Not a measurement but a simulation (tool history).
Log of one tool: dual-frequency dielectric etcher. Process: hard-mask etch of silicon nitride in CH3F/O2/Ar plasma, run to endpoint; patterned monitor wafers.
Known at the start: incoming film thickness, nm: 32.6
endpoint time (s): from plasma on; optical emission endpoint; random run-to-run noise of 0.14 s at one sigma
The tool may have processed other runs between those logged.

{"run": 1, "hour": 0.0, "source power (W)": 350, "bias power (W)": 96, "endpoint time (s)": 48.443}
{"run": 2, "hour": 4.0, "source power (W)": 360, "bias power (W)": 98, "endpoint time (s)": 47.458}
{"run": 3, "hour": 12.6, "source power (W)": 370, "bias power (W)": 99, "endpoint time (s)": 46.572}
{"run": 4, "hour": 18.6, "source power (W)": 380, "bias power (W)": 100, "endpoint time (s)": 46.221}
{"run": 5, "hour": 23.1, "source power (W)": 390, "bias power (W)": 102, "endpoint time (s)": 45.233}
{"run": 6, "hour": 31.6, "source power (W)": 420, "bias power (W)": 102, "endpoint time (s)": 43.509}

Forecast run 7:
{"run": 7, "hour": 33.9, "source power (W)": 430, "bias power (W)": 102, "endpoint time (s)": "?"}

endpoint time (s): 43.419
